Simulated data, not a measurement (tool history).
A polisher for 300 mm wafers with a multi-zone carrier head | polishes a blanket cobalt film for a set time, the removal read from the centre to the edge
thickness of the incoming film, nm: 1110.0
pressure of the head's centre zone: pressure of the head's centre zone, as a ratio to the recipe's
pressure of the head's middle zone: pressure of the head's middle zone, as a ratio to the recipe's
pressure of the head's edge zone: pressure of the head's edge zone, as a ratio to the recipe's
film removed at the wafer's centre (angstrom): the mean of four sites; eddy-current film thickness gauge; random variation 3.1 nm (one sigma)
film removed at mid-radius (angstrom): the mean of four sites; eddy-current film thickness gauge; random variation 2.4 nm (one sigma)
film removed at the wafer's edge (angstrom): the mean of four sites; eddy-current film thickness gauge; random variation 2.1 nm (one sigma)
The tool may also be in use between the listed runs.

run	hour	flow of slurry (ml/min)	pressure of the head's centre zone	pressure of the head's middle zone	pressure of the head's edge zone	polishing time (s)	film removed at the wafer's centre (angstrom)	film removed at mid-radius (angstrom)	film removed at the wafer's edge (angstrom)
1	0	265	1	1	1	53	2543	2516.1	2636.4
2	2.8	260	1.02	0.96	1	51	2599.6	2410.1	2546.8
3	7.6	255	1.03	0.93	1.03	48	2394.5	2172	2371.9
4	11.5	255	1.03	0.93	0.98	48	2450.2	2216.6	2365.6
5	19.7	250	1.04	0.9	1.01	47	2395.7	2095.7	2312.6
6	21.3	250	1.04	0.9	1.01	54	2728.6	2404.8	2658.7
7	28.7	250	1.05	0.88	1.04	52	2688.7	2296.9	2578

Run 8 comes next. What will it give?
8	29.6	180	1.08	0.81	1.14	41	?	?	?

film removed at the wafer's centre (angstrom): 2062.9
film removed at mid-radius (angstrom): 1601.3
film removed at the wafer's edge (angstrom): 2046.5
